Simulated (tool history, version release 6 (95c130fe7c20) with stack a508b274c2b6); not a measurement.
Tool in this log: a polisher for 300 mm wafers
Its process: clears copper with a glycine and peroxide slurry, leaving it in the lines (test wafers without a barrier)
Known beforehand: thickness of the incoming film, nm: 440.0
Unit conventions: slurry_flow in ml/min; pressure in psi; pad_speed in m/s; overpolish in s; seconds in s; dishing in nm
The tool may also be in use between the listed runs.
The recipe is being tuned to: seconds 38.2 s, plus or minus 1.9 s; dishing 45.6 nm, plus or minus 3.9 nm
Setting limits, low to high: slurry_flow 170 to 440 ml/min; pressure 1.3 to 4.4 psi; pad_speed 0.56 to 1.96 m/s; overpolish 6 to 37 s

{"run": 1, "hour": 0.0, "slurry_flow": 280, "pressure": 2.8, "pad_speed": 1.26, "overpolish": 19, "seconds": 52.551, "dishing": 41.321}
{"run": 2, "hour": 6.4, "slurry_flow": 280, "pressure": 3, "pad_speed": 1.26, "overpolish": 20, "seconds": 49.46, "dishing": 41.275}
{"run": 3, "hour": 11.3, "slurry_flow": 280, "pressure": 3, "pad_speed": 1.44, "overpolish": 20, "seconds": 43.768, "dishing": 42.394}
{"run": 4, "hour": 15.6, "slurry_flow": 280, "pressure": 3, "pad_speed": 1.44, "overpolish": 27, "seconds": 44.797, "dishing": 43.715}
{"run": 5, "hour": 19.1, "slurry_flow": 280, "pressure": 3.1, "pad_speed": 1.44, "overpolish": 28, "seconds": 41.632, "dishing": 45.6}
{"run": 6, "hour": 20.5, "slurry_flow": 280, "pressure": 3.1, "pad_speed": 1.44, "overpolish": 35, "seconds": 41.592, "dishing": 44.011}
{"run": 7, "hour": 26.4, "slurry_flow": 280, "pressure": 3.2, "pad_speed": 1.44, "overpolish": 35, "seconds": 40.829, "dishing": 46.913}
{"run": 8, "hour": 33.6, "slurry_flow": 280, "pressure": 3.2, "pad_speed": 1.46, "overpolish": 34, "seconds": 39.819, "dishing": 44.876}

Below are 4 possible settings for the next run. Only one of them brings all results inside the allowed miss of their targets. Which is it?
{"run": "A", "hour": 40.8, "slurry_flow": 375, "pressure": 3.3, "pad_speed": 1.26, "overpolish": 37, "seconds": "?", "dishing": "?"}
{"run": "B", "hour": 40.8, "slurry_flow": 270, "pressure": 3, "pad_speed": 1.36, "overpolish": 24, "seconds": "?", "dishing": "?"}
{"run": "C", "hour": 40.8, "slurry_flow": 300, "pressure": 3.1, "pad_speed": 1.56, "overpolish": 33, "seconds": "?", "dishing": "?"}
{"run": "D", "hour": 40.8, "slurry_flow": 290, "pressure": 3.1, "pad_speed": 1.78, "overpolish": 24, "seconds": "?", "dishing": "?"}

move=A seconds=42.432 dishing=45.249
move=B seconds=44.255 dishing=43.972
move=C seconds=37.755 dishing=44.34
move=D seconds=33.635 dishing=43.681
A: further off than the last run
B: further off than the last run
C: all results land within tolerance of their targets
D: moves the result that the last run missed by most past its target, out the other side
So the answer is move C, the one that meets all the targets.
